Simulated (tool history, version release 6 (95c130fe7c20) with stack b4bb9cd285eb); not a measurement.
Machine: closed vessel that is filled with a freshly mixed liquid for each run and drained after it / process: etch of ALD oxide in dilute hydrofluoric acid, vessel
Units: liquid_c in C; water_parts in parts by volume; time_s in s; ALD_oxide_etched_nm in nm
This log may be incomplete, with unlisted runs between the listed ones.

| run | hour | liquid_c | water_parts | time_s | ALD_oxide_etched_nm |
|---|---|---|---|---|---|
| 1 | 0 | 24 | 135 | 110 | 13.639 |
| 2 | 2.3 | 25.5 | 120 | 110 | 16.284 |
| 3 | 4.3 | 25.5 | 120 | 110 | 16.179 |
| 4 | 8.8 | 25.5 | 85 | 110 | 23.96 |
|  | 12.5 | hydrofluoric acid flow meter replaced |
| 5 | 12.5 | 25.5 | 85 | 85 | 20.023 |
| 6 | 19.1 | 25.5 | 85 | 110 | 26.112 |
| 7 | 25.1 | 26.5 | 80 | 110 | 28.908 |
| 8 | 32 | 27 | 80 | 110 | 29.562 |
| 9 | 35 | 27.5 | 80 | 110 | 30.01 |
| 10 | 40.5 | 28 | 80 | 110 | 30.74 |
| 11 | 45.6 | 28.5 | 80 | 110 | 31.333 |

Run 12 is up next; what results do you expect?
| 12 | 54.3 | 29 | 80 | 110 | ? |

ALD_oxide_etched_nm: 31.642 nm
